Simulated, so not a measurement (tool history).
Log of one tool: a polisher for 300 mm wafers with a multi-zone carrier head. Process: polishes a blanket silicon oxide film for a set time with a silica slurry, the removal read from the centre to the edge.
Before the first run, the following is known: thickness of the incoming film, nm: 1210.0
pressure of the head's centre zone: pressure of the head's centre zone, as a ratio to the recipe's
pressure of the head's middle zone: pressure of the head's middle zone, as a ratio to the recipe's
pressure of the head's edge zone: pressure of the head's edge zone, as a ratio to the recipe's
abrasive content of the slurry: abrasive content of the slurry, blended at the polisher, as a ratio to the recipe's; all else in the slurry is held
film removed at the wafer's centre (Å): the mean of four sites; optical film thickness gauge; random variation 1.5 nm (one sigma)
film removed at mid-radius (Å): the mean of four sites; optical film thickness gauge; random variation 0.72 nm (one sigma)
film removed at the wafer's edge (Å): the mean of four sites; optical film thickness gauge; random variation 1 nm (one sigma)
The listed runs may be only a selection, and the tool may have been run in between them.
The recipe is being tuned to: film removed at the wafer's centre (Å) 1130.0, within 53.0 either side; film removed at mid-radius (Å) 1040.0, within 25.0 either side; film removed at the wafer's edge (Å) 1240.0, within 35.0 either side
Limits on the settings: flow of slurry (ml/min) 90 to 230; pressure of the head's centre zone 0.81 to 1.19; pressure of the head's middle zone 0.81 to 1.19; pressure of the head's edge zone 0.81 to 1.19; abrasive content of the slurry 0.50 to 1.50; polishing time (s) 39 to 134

| run | hour | flow of slurry (ml/min) | pressure of the head's centre zone | pressure of the head's middle zone | pressure of the head's edge zone | abrasive content of the slurry | polishing time (s) | film removed at the wafer's centre (Å) | film removed at mid-radius (Å) | film removed at the wafer's edge (Å) |
|---|---|---|---|---|---|---|---|---|---|---|
| 1 | 0.0 | 150 | 1.00 | 1.00 | 1.00 | 1.00 | 86 | 2645.1 | 2582.4 | 2692.5 |
| 2 | 8.5 | 150 | 1.00 | 1.00 | 0.94 | 1.00 | 86 | 2697.3 | 2607.7 | 2571.0 |
| 3 | 9.8 | 145 | 0.99 | 0.98 | 0.94 | 0.95 | 81 | 2427.7 | 2341.5 | 2359.0 |
| 4 | 13.4 | 140 | 0.98 | 0.96 | 0.94 | 0.90 | 76 | 2125.8 | 2103.4 | 2157.6 |
| 5 | 15.5 | 140 | 0.98 | 0.96 | 0.94 | 1.05 | 76 | 2299.8 | 2203.5 | 2317.0 |
| 6 | 23.2 | 135 | 0.98 | 0.94 | 0.94 | 1.00 | 72 | 2174.0 | 2020.6 | 2120.9 |
| 7 | 30.5 | 130 | 0.97 | 0.92 | 0.95 | 0.95 | 69 | 1985.0 | 1853.2 | 2032.5 |
| 8 | 34.1 | 125 | 0.97 | 0.91 | 0.95 | 0.90 | 66 | 1814.7 | 1707.2 | 1899.1 |
| 9 | 36.1 | 120 | 0.97 | 0.90 | 0.94 | 0.85 | 64 | 1720.6 | 1591.4 | 1791.7 |
| 10 | 42.9 | 115 | 0.96 | 0.89 | 0.93 | 0.80 | 62 | 1622.5 | 1463.9 | 1629.3 |
| 11 | 43.7 | 115 | 0.96 | 0.89 | 0.93 | 0.80 | 62 | 1577.2 | 1488.3 | 1653.6 |
| 12 | 47.6 | 110 | 0.96 | 0.88 | 0.93 | 0.75 | 61 | 1517.0 | 1402.3 | 1571.4 |
| 13 | 49.6 | 110 | 0.95 | 0.87 | 0.93 | 0.70 | 60 | 1467.4 | 1322.3 | 1489.6 |
| 14 | 56.1 | 105 | 0.94 | 0.86 | 0.93 | 0.65 | 60 | 1416.6 | 1246.9 | 1425.2 |
| 15 | 57.8 | 105 | 0.92 | 0.86 | 0.94 | 0.65 | 60 | 1319.5 | 1262.8 | 1471.9 |
| 16 | 62.5 | 105 | 0.92 | 0.85 | 0.94 | 0.65 | 60 | 1342.3 | 1241.2 | 1467.0 |
| 17 | 69.6 | 105 | 0.91 | 0.84 | 0.93 | 0.65 | 60 | 1321.9 | 1236.9 | 1458.1 |
| 18 | 74.7 | 95 | 0.90 | 0.82 | 0.92 | 0.55 | 58 | 1175.9 | 1076.4 | 1299.5 |
| 19 | 77.3 | 95 | 0.90 | 0.82 | 0.91 | 0.55 | 58 | 1161.0 | 1078.8 | 1267.8 |

Pick the move, out of 4, that brings all results within their allowed miss; only one does.
| A | 79.9 | 100 | 0.94 | 0.89 | 0.83 | 0.50 | 60 | ? | ? | ? |
| B | 79.9 | 100 | 1.03 | 0.81 | 0.88 | 0.65 | 51 | ? | ? | ? |
| C | 79.9 | 125 | 0.94 | 0.85 | 0.86 | 0.55 | 56 | ? | ? | ? |
| D | 79.9 | 95 | 0.89 | 0.82 | 0.91 | 0.70 | 51 | ? | ? | ? |

| move | film removed at the wafer's centre (Å) | film removed at mid-radius (Å) | film removed at the wafer's edge (Å) |
|---|---|---|---|
| A | 1218.2 | 1160.5 | 1228.3 |
| B | 1239.2 | 1014.8 | 1193.4 |
| C | 1243.2 | 1133.5 | 1249.9 |
| D | 1120.6 | 1044.8 | 1239.0 |
A: misses by more than the last run did
B: moves the result that the last run missed by most past its target, out the other side
C: misses by more than the last run did
D: every result lands within tolerance
Correct choice: D, which meets every target
